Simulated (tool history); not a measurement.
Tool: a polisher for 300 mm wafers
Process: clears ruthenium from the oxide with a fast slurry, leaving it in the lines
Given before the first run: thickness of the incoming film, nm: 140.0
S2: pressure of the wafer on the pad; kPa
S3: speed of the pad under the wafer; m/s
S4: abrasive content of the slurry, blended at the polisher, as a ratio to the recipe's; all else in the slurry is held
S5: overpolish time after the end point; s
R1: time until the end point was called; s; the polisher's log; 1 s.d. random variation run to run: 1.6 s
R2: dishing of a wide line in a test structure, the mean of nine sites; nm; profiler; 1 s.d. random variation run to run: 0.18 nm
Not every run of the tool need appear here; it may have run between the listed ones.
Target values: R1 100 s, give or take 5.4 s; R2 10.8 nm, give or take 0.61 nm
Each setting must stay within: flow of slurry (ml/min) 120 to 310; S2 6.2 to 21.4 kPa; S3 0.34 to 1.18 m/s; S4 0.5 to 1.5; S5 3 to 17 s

Run 1, hour 0: flow of slurry (ml/min) 200, S2 13.8 kPa, S3 0.76 m/s, S4 1, S5 9 s. Result: R1 48.023 s, R2 15.714 nm.
Run 2, hour 7.2: flow of slurry (ml/min) 200, S2 15.9 kPa, S3 0.76 m/s, S4 1, S5 9 s. Result: R1 43.39 s, R2 17.211 nm.
Run 3, hour 11.6: flow of slurry (ml/min) 200, S2 15.9 kPa, S3 0.84 m/s, S4 1, S5 9 s. Result: R1 38.837 s, R2 18.137 nm.
Run 4, hour 13.3: flow of slurry (ml/min) 200, S2 15.9 kPa, S3 0.84 m/s, S4 1, S5 7 s. Result: R1 39.66 s, R2 15.485 nm.
Run 5, hour 14.3: flow of slurry (ml/min) 200, S2 15.9 kPa, S3 0.84 m/s, S4 1.1, S5 7 s. Result: R1 36.874 s, R2 15.668 nm.
Run 6, hour 20.7: flow of slurry (ml/min) 230, S2 15.9 kPa, S3 0.84 m/s, S4 1.1, S5 7 s. Result: R1 36.538 s, R2 16.034 nm.
Run 7, hour 24.3: flow of slurry (ml/min) 230, S2 14.5 kPa, S3 0.8 m/s, S4 1.1, S5 8 s. Result: R1 43.612 s, R2 15.691 nm.
Run 8, hour 25.4: flow of slurry (ml/min) 230, S2 13.1 kPa, S3 0.76 m/s, S4 1.1, S5 8 s. Result: R1 48.487 s, R2 14.692 nm.
Run 9, hour 28.6: flow of slurry (ml/min) 230, S2 12.4 kPa, S3 0.72 m/s, S4 1.1, S5 8 s. Result: R1 54.072 s, R2 13.506 nm.
Run 10, hour 36.4: flow of slurry (ml/min) 230, S2 11.7 kPa, S3 0.7 m/s, S4 1.1, S5 8 s. Result: R1 58.814 s, R2 12.593 nm.
Run 11, hour 37.7: flow of slurry (ml/min) 225, S2 7.6 kPa, S3 0.6 m/s, S4 1.1, S5 12 s. Result: R1 101.58 s, R2 11.478 nm.

Exercise: of the 4 proposed moves below, exactly one satisfies all targets within the stated allowed misses. Which move is it?
Run A, hour 39: flow of slurry (ml/min) 245, S2 8.3 kPa, S3 0.52 m/s, S4 1.1, S5 13 s. Result: R1 ?, R2 ?.
Run B, hour 39: flow of slurry (ml/min) 225, S2 7.6 kPa, S3 0.54 m/s, S4 0.95, S5 15 s. Result: R1 ?, R2 ?.
Run C, hour 39: flow of slurry (ml/min) 220, S2 6.9 kPa, S3 0.68 m/s, S4 1.05, S5 11 s. Result: R1 ?, R2 ?.
Run D, hour 39: flow of slurry (ml/min) 215, S2 6.9 kPa, S3 0.68 m/s, S4 1.05, S5 14 s. Result: R1 ?, R2 ?.

move      R1      R2
   A  106.73  12.444
   B  122.24  12.514
   C  104.83  11.108
   D  105.15  13.286
A: lands further from the targets than the last run did
B: lands further from the targets than the last run did
C: in spec on every target
D: lands further from the targets than the last run did
The right move is C.

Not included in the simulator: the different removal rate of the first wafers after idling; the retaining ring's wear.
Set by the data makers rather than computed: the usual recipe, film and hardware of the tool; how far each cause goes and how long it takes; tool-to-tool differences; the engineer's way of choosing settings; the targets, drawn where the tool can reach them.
